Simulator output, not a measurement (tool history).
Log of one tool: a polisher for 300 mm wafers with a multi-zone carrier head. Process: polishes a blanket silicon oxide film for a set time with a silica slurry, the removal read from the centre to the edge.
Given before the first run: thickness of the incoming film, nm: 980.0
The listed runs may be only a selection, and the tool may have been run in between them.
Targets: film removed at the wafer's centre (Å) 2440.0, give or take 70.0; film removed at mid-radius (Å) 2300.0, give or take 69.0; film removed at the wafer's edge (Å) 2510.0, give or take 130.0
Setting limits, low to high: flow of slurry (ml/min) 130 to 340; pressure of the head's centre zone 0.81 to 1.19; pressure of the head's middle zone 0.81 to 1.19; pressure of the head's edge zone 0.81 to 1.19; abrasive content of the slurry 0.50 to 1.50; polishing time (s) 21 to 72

run  hour  flow of slurry (ml/min)  pressure of the head's centre zone  pressure of the head's middle zone  pressure of the head's edge zone  abrasive content of the slurry  polishing time (s)  film removed at the wafer's centre (Å)  film removed at mid-radius (Å)  film removed at the wafer's edge (Å)
  1   0.0                      220                                1.00                                1.00                              1.00                            1.00                  46                                  1953.8                          1961.7                                1903.8
  2   8.3                      225                                1.01                                0.99                              1.05                            1.10                  46                                  2058.8                          2002.8                                2033.8
  3  15.9                      270                                1.01                                0.99                              1.05                            1.10                  46                                  2105.3                          2031.1                                2097.5
  4  22.4                      270                                1.01                                0.99                              0.97                            1.10                  46                                  2095.6                          2037.8                                2019.5
  5  26.1                      280                                1.02                                1.00                              1.02                            1.20                  46                                  2181.9                          2138.3                                2173.5
  6  27.4                      280                                1.02                                1.00                              1.02                            1.35                  46                                  2262.2                          2190.4                                2209.2
  7  29.9                      290                                1.03                                1.00                              1.06                            1.40                  46                                  2351.4                          2221.9                                2279.0
     33.4  -- worn pad replaced by a new one
  8  33.4                      300                                1.02                                1.00                              1.09                            1.45                  46                                  2513.2                          2398.3                                2459.9
  9  37.2                      295                                1.01                                0.98                              1.10                            1.45                  46                                  2461.7                          2388.6                                2479.5

Pick the move, out of 4, that brings all results within their allowed miss; only one does.
  A  41.0                      305                                0.98                                0.93                              1.10                            1.40                  47                                       ?                               ?                                     ?
  B  41.0                      270                                1.12                                1.00                              1.16                            1.50                  41                                       ?                               ?                                     ?
  C  41.0                      335                                0.96                                0.97                              0.96                            1.50                  47                                       ?                               ?                                     ?
  D  41.0                      270                                1.00                                1.01                              1.13                            1.15                  50                                       ?                               ?                                     ?

move  film removed at the wafer's centre (Å)  film removed at mid-radius (Å)  film removed at the wafer's edge (Å)
   A                                  2464.7                          2323.1                                2547.3
   B                                  2436.6                          2169.8                                2294.0
   C                                  2497.2                          2480.2                                2484.4
   D                                  2474.0                          2457.0                                2546.6
A: all results land within tolerance of their targets
B: takes the result that was furthest off past its target
C: moves away from the targets compared with the last run
D: moves away from the targets compared with the last run
Move A is the one to make.

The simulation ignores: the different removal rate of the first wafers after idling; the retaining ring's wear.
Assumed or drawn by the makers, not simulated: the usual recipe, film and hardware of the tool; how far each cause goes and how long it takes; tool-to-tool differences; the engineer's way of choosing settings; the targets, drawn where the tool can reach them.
